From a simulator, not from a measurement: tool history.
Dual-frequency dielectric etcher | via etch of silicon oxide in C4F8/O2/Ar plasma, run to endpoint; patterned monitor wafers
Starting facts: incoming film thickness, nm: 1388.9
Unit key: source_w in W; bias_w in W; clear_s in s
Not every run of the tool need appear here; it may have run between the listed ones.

run,hour,source_w,bias_w,clear_s
1,0,1990,2759,237.36
2,5.5,1990,3229,226.13
3,7.3,1870,3229,232.75
4,15.4,1870,3475,224.38
5,23.4,1660,3475,239.71
6,25.3,1560,3357,249.04
7,29,1480,3255,259.88

Predict the results of run 8:
8,34.1,1420,3207,?

clear_s: 268.38 s

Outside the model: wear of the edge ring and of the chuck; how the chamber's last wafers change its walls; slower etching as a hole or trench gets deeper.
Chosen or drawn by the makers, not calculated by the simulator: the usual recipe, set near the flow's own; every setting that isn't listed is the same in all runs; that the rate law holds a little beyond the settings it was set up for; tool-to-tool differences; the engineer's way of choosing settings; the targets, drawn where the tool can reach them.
